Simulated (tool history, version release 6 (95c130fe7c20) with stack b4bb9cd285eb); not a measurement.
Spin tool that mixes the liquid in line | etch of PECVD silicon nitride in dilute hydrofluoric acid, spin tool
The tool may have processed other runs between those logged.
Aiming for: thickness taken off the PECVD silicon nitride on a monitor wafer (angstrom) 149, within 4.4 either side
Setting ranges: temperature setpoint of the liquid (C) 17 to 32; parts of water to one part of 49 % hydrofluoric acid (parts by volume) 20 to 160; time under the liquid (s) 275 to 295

| run | day | temperature setpoint of the liquid (C) | parts of water to one part of 49 % hydrofluoric acid (parts by volume) | time under the liquid (s) | thickness taken off the PECVD silicon nitride on a monitor wafer (angstrom) |
|---|---|---|---|---|---|
| 1 | 0 | 24 | 90 | 275 | 100.63 |
| 2 | 0.275 | 27 | 90 | 275 | 123.3 |
| 3 | 0.321 | 27 | 90 | 275 | 123.48 |
| 4 | 0.342 | 27 | 70 | 275 | 157.91 |
| 5 | 0.667 | 27 | 60 | 275 | 185.07 |
| 6 | 0.85 | 26 | 60 | 275 | 173.1 |
| 7 | 0.942 | 25.5 | 60 | 275 | 165.16 |
| 8 | 1.092 | 25 | 60 | 275 | 160.64 |
| 9 | 1.258 | 24.5 | 60 | 275 | 156.47 |

Below are 4 possible settings for the next run. Only one of them brings all results inside the allowed miss of their targets. Which is it?
| A | 1.425 | 26 | 65 | 275 | ? |
| B | 1.425 | 24.5 | 55 | 280 | ? |
| C | 1.425 | 22.5 | 55 | 275 | ? |
| D | 1.425 | 24.5 | 55 | 275 | ? |

| move | thickness taken off the PECVD silicon nitride on a monitor wafer (angstrom) |
|---|---|
| A | 158.72 |
| B | 172.41 |
| C | 147.94 |
| D | 169.33 |
A: its largest miss is bigger than the last run's
B: its largest miss is bigger than the last run's
C: all results in spec
D: its largest miss is bigger than the last run's
So the answer is move C, the one that meets all the targets.
